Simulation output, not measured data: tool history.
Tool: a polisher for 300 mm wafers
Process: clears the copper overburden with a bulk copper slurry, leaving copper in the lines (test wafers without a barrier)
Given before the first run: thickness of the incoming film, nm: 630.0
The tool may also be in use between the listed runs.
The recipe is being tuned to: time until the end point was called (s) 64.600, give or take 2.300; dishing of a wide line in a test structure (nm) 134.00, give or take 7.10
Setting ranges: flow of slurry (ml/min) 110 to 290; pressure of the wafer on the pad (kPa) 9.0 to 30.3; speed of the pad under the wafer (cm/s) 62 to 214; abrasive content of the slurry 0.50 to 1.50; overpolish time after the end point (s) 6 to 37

run	hour	flow of slurry (ml/min)	pressure of the wafer on the pad (kPa)	speed of the pad under the wafer (cm/s)	abrasive content of the slurry	overpolish time after the end point (s)	time until the end point was called (s)	dishing of a wide line in a test structure (nm)
1	0.0	185	19.3	138	1.00	19	44.618	121.81
2	9.0	185	19.3	138	1.00	16	44.469	108.60
3	17.5	185	18.6	138	1.00	18	46.496	113.34
4	25.9	185	17.9	138	1.00	20	47.461	118.48
5	26.8	145	17.9	138	1.00	20	49.010	117.84
6	35.2	145	17.2	138	1.00	21	50.092	112.32
7	41.9	135	17.9	100	0.95	30	67.789	122.90
8	50.0	140	18.6	100	0.95	31	66.823	122.71
9	57.7	140	18.6	100	0.95	32	64.291	124.73

Exactly one of the 4 candidate moves below puts every result within its allowed miss. Which one?
A	65.4	185	17.9	102	1.00	24	?	?
B	65.4	155	17.9	104	0.95	28	?	?
C	65.4	110	18.6	94	1.05	37	?	?
D	65.4	140	20.7	90	1.00	35	?	?

move	time until the end point was called (s)	dishing of a wide line in a test structure (nm)
A	63.960	113.70
B	64.647	120.67
C	69.775	130.65
D	64.613	135.06
A: the biggest miss grows against the last run
B: the biggest miss grows against the last run
C: brings the result that was furthest off to its target, and leaves another outside
D: meets every target
So the answer is move D, the one that meets all the targets.
